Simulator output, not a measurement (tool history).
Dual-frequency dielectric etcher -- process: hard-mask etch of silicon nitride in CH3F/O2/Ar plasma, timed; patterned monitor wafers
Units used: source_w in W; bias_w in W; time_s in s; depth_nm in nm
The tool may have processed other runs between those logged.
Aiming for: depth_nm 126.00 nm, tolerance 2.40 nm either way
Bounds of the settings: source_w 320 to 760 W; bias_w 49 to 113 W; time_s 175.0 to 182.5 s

run	hour	source_w	bias_w	time_s	depth_nm
1	0.0	540	81	175.0	139.00
2	5.1	540	86	175.0	141.74
3	6.5	510	85	175.0	136.31
4	12.5	510	85	175.0	136.53
5	20.9	490	85	175.0	134.56
6	21.5	490	92	175.0	136.14
7	30.2	380	88	175.0	119.36
8	31.9	390	88	175.0	120.41
9	37.7	400	88	175.0	121.67

Exactly one of the 5 candidate moves below puts every result within its allowed miss. Which one?
A	43.5	380	91	182.5	?
B	43.5	420	63	179.0	?
C	43.5	380	87	176.0	?
D	43.5	340	102	181.5	?
E	43.5	350	87	179.0	?

move	depth_nm
A	125.93
B	119.16
C	120.04
D	121.67
E	116.84
A: every result lands within tolerance
B: misses by more than the last run did
C: misses by more than the last run did
D: about the same distance from the targets as the last run
E: misses by more than the last run did
Move A is the one to make.
